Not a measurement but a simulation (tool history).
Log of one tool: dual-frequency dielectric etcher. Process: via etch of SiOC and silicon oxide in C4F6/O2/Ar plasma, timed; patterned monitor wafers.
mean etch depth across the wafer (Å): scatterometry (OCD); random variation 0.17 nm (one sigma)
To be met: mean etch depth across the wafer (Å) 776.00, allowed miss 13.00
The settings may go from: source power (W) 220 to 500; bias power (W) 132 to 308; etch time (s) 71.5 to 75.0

run  hour  source power (W)  bias power (W)  etch time (s)  mean etch depth across the wafer (Å)
  1   0.0               360             220           71.5                                845.65
  2   6.9               420             220           71.5                                900.74
  3   9.9               460             220           71.5                                930.63
  4  11.7               460             254           71.5                                985.60
  5  14.0               410             248           71.5                                934.22
  6  19.7               410             287           71.5                                982.97
  7  28.4               370             276           71.5                                937.91
  8  36.3               340             265           71.5                                890.99
  9  37.0               310             260           71.5                                851.24
 10  44.8               290             258           71.5                                826.86
 11  46.2               290             258           71.5                                830.69
 12  51.8               280             257           71.5                                817.08
 13  59.1               270             256           71.5                                806.23
 14  63.0               260             255           71.5                                791.19

5 next moves are on the table. One of them brings every result within its allowed miss. Which?
  A  66.9               220             308           72.5                                     ?
  B  66.9               250             273           72.0                                     ?
  C  66.9               260             244           71.5                                     ?
  D  66.9               310             220           72.0                                     ?
  E  66.9               270             255           72.5                                     ?

move  mean etch depth across the wafer (Å)
   A                                811.25
   B                                805.81
   C                                777.02
   D                                804.10
   E                                813.33
A: further off than the last run
B: further off than the last run
C: meets every target
D: further off than the last run
E: further off than the last run
Move C is the one to make.

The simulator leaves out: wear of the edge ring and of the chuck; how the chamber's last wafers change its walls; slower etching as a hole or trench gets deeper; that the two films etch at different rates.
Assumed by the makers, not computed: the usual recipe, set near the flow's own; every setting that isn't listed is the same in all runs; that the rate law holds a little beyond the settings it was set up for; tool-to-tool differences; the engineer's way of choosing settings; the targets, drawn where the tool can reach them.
